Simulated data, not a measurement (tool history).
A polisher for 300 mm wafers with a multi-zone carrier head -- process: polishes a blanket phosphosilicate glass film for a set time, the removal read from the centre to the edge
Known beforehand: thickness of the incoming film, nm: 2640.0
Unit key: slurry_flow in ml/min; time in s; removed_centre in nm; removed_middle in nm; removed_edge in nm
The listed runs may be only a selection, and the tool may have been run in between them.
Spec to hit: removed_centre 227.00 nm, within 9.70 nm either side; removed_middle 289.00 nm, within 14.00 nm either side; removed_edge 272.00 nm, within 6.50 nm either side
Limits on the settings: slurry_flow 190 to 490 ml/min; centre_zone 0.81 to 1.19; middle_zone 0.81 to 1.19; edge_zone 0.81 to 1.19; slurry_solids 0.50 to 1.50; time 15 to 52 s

run	day	slurry_flow	centre_zone	middle_zone	edge_zone	slurry_solids	time	removed_centre	removed_middle	removed_edge
1	0.000	315	1.00	1.00	1.00	1.00	33	330.91	320.92	317.45
2	0.138	315	1.06	1.00	1.00	1.00	33	345.14	326.67	317.71
3	0.221	300	0.99	1.04	1.03	0.90	33	297.01	312.30	298.79
4	0.383	285	0.95	1.05	1.03	0.85	33	279.51	293.85	290.00
5	0.554	250	0.95	1.05	1.03	0.85	33	275.42	298.96	286.54
# day 0.762: edge zone pressure recalibrated
6	0.762	250	1.03	1.05	1.03	0.85	33	300.64	303.83	300.17
7	0.862	240	0.98	1.07	1.04	0.85	33	283.98	301.31	303.10
8	0.983	235	0.88	1.15	0.94	0.70	33	217.42	269.06	243.58
9	1.142	235	0.88	1.16	0.98	0.70	33	212.51	281.56	248.36
10	1.396	230	0.89	1.15	1.01	0.70	33	223.21	272.17	254.09

Of the 4 settings listed for the next run, only one would bring every result within its allowed miss of target. Which one?
A	1.650	220	0.88	1.15	0.97	0.80	31	?	?	?
B	1.650	210	0.81	1.19	0.99	0.95	27	?	?	?
C	1.650	345	0.90	1.19	0.98	0.75	31	?	?	?
D	1.650	240	0.85	1.12	1.00	0.80	32	?	?	?

move	removed_centre	removed_middle	removed_edge
A	225.63	289.86	259.45
B	203.32	292.61	256.76
C	226.36	291.81	252.98
D	226.32	294.24	273.09
A: closer than the last run, but not yet in spec
B: closer than the last run, but not yet in spec
C: the biggest miss grows against the last run
D: all results in spec
Correct choice: D, which meets every target

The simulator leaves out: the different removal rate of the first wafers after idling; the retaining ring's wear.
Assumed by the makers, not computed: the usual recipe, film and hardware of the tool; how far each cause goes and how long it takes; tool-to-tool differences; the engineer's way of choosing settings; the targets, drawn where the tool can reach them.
